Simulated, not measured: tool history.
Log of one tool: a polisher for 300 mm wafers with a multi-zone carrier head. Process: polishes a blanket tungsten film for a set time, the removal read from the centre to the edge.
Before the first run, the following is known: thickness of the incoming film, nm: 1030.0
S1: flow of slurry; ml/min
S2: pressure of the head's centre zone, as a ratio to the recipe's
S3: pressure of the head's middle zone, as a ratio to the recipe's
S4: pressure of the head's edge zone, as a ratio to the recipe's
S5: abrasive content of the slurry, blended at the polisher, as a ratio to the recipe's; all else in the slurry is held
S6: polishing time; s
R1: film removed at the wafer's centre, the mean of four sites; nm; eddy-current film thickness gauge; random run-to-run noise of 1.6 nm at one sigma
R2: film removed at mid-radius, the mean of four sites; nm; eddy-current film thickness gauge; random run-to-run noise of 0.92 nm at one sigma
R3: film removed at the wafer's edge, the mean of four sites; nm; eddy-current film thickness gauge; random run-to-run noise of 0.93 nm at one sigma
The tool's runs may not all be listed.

run	hour	S1	S2	S3	S4	S5	S6	R1	R2	R3
1	0	275	1	1	1	1	32	159.51	159.24	156.7
2	3.1	265	0.99	0.96	0.97	0.95	32	156.38	150.37	153.49
3	10.3	220	0.99	0.96	0.97	0.95	32	151.54	146.28	148.68
4	13.2	280	0.99	0.96	0.97	0.95	32	153.69	151.16	152.98
5	16.2	280	0.99	0.96	0.97	0.85	32	148.51	143.86	145.66
6	18.1	280	0.99	0.96	0.93	0.85	32	150.6	143.83	142.1
7	26.6	270	0.98	0.94	0.92	0.85	32	147.36	140.13	142.43

Estimate the outcome of run 8 from the log above:
8	35.1	260	0.98	0.93	0.91	0.85	32	?	?	?

R1: 148.57 nm
R2: 140.19 nm
R3: 140.49 nm
